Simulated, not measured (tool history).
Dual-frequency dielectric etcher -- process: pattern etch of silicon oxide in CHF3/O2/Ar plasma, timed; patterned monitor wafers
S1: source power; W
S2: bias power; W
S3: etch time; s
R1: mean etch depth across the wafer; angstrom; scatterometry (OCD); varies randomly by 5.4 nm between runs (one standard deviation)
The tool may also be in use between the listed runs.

run 1 hour=0.0 | S1=720 S2=127 S3=743.0 | R1=16328
run 2 hour=4.3 | S1=720 S2=127 S3=774.0 | R1=16832
run 3 hour=12.4 | S1=630 S2=116 S3=771.5 | R1=15786
run 4 hour=16.1 | S1=630 S2=116 S3=774.0 | R1=15765
run 5 hour=17.1 | S1=570 S2=108 S3=772.0 | R1=14919
run 6 hour=24.0 | S1=570 S2=108 S3=743.0 | R1=14398
-- hour=29.5 source power generator calibrated
run 7 hour=29.5 | S1=530 S2=106 S3=743.0 | R1=13785

Predict the results of run 8:
run 8 hour=35.8 | S1=510 S2=106 S3=743.0 | R1=?

R1: 13661 angstrom
